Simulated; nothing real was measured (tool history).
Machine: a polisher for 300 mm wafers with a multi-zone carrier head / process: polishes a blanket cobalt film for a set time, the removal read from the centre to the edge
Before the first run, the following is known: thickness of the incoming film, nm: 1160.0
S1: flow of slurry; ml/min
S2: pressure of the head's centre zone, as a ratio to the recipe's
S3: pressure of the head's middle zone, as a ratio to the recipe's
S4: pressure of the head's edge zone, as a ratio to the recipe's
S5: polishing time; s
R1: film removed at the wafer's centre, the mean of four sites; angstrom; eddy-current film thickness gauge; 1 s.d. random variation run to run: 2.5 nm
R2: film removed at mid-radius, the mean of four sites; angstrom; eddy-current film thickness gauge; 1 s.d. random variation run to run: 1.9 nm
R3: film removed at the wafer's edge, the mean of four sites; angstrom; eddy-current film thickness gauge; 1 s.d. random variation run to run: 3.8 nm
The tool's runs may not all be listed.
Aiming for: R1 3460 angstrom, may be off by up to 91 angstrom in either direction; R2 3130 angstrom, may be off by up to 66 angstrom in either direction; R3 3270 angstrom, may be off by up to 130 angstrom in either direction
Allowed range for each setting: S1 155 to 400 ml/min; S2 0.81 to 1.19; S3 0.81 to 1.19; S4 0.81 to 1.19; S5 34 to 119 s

| run | day | S1 | S2 | S3 | S4 | S5 | R1 | R2 | R3 |
|---|---|---|---|---|---|---|---|---|---|
| 1 | 0 | 255 | 1 | 1 | 1 | 76 | 2979.7 | 2931.9 | 2935.2 |
| 2 | 0.292 | 270 | 1.02 | 1 | 1.02 | 76 | 3083.4 | 3000.7 | 2976.8 |
| 3 | 0.621 | 270 | 1.02 | 1 | 1.02 | 57 | 2340.2 | 2239.5 | 2201.3 |
| 4 | 0.792 | 270 | 1.02 | 1.06 | 1.02 | 57 | 2330.5 | 2345.7 | 2172.4 |
| 5 | 0.95 | 270 | 1.03 | 1.05 | 1.05 | 61 | 2522.5 | 2506.5 | 2419.9 |
| 6 | 1.317 | 270 | 1.03 | 0.99 | 1.05 | 61 | 2534.5 | 2366.6 | 2372.1 |
|  | 1.529 | edge zone pressure recalibrated |
| 7 | 1.529 | 260 | 1.04 | 1 | 1.07 | 64 | 2613 | 2504.5 | 2604.6 |
| 8 | 1.683 | 270 | 1.07 | 1.01 | 1.09 | 65 | 2790.5 | 2573.7 | 2740.6 |
| 9 | 1.875 | 285 | 1.09 | 1.04 | 1.11 | 65 | 2824.5 | 2625.4 | 2700.5 |
| 10 | 2.146 | 285 | 1.11 | 1.05 | 1.12 | 67 | 2975.8 | 2718.2 | 2839.6 |
| 11 | 2.433 | 285 | 1.12 | 1.06 | 1.13 | 68 | 3063.6 | 2785 | 2930 |
| 12 | 2.608 | 285 | 1.13 | 1.08 | 1.14 | 69 | 3137 | 2874.4 | 2970 |
| 13 | 2.762 | 285 | 1.14 | 1.09 | 1.15 | 70 | 3202.2 | 2946.8 | 3012.7 |

Exactly one of the 5 candidate moves below puts every result within its allowed miss. Which one?
| A | 2.917 | 355 | 1.13 | 1.07 | 1.17 | 75 | ? | ? | ? |
| B | 2.917 | 225 | 1.01 | 0.96 | 1.19 | 73 | ? | ? | ? |
| C | 2.917 | 250 | 1.09 | 0.92 | 1.19 | 85 | ? | ? | ? |
| D | 2.917 | 290 | 1.08 | 0.95 | 1.08 | 86 | ? | ? | ? |
| E | 2.917 | 310 | 1.13 | 1.11 | 1.17 | 76 | ? | ? | ? |

| move | R1 | R2 | R3 |
|---|---|---|---|
| A | 3449.4 | 3139.7 | 3257.1 |
| B | 2861.7 | 2728.8 | 3101.5 |
| C | 3640.9 | 3123.4 | 3642.5 |
| D | 3707.3 | 3272.7 | 3548.2 |
| E | 3454.1 | 3226.5 | 3271.5 |
A: every result lands within tolerance
B: its largest miss is bigger than the last run's
C: the result that was furthest off in the last run now lies on the other side of its target
D: the result that was furthest off in the last run now lies on the other side of its target
E: puts the biggest miss on target and leaves a different result outside tolerance
Go with A: it meets all targets.
